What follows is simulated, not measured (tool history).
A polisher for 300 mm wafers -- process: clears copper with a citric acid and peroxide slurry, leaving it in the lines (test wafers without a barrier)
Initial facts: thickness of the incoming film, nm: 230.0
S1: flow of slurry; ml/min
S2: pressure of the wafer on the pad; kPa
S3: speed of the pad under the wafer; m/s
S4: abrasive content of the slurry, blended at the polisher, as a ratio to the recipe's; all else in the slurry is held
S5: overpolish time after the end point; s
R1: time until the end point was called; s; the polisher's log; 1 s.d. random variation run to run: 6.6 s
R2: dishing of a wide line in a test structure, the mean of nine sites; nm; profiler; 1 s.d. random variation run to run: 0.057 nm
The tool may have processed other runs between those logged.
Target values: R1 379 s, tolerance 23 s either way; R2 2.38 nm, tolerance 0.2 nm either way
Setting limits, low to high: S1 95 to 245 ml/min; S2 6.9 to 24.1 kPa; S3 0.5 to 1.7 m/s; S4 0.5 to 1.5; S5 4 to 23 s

run 1 day=0 | S1=155 S2=15.2 S3=1.1 S4=1 S5=12 | R1=160.78 R2=13.35
run 2 day=0.038 | S1=155 S2=16.5 S3=1.1 S4=1 S5=12 | R1=142.44 R2=14.93
run 3 day=0.167 | S1=130 S2=16.5 S3=1.1 S4=1 S5=12 | R1=150.57 R2=14.564
run 4 day=0.238 | S1=160 S2=14.5 S3=0.98 S4=1 S5=10 | R1=183.51 R2=10.138
run 5 day=0.538 | S1=180 S2=12.4 S3=0.88 S4=0.9 S5=9 | R1=218.68 R2=7.142
run 6 day=0.825 | S1=185 S2=11 S3=0.8 S4=0.85 S5=8 | R1=267.2 R2=5.2113
run 7 day=1.088 | S1=190 S2=10.3 S3=0.78 S4=0.8 S5=7 | R1=288.91 R2=4.4025
run 8 day=1.238 | S1=200 S2=9.7 S3=0.76 S4=0.75 S5=6 | R1=319.9 R2=3.3307
run 9 day=1.388 | S1=200 S2=9 S3=0.74 S4=0.75 S5=6 | R1=356.36 R2=3.1895
run 10 day=1.421 | S1=205 S2=9 S3=0.74 S4=0.75 S5=6 | R1=330.84 R2=3.1802
run 11 day=1.496 | S1=205 S2=8.3 S3=0.74 S4=0.75 S5=6 | R1=369.92 R2=2.952

Below are 5 possible settings for the next run. Only one of them brings all results inside the allowed miss of their targets. Which is it?
run A day=1.571 | S1=210 S2=9 S3=0.6 S4=0.85 S5=5 | R1=? R2=?
run B day=1.571 | S1=205 S2=9 S3=0.68 S4=0.65 S5=9 | R1=? R2=?
run C day=1.571 | S1=175 S2=9 S3=0.7 S4=0.8 S5=8 | R1=? R2=?
run D day=1.571 | S1=245 S2=6.9 S3=0.92 S4=0.7 S5=4 | R1=? R2=?
run E day=1.571 | S1=185 S2=8.3 S3=0.66 S4=0.8 S5=8 | R1=? R2=?

move=A R1=381.83 R2=2.311
move=B R1=365.58 R2=4.3083
move=C R1=356.84 R2=3.9295
move=D R1=366.73 R2=1.9257
move=E R1=396.44 R2=3.5411
A: in spec on every target
B: lands further from the targets than the last run did
C: lands further from the targets than the last run did
D: the result that was furthest off in the last run now lies on the other side of its target
E: lands further from the targets than the last run did
So the answer is move A, the one that meets all the targets.
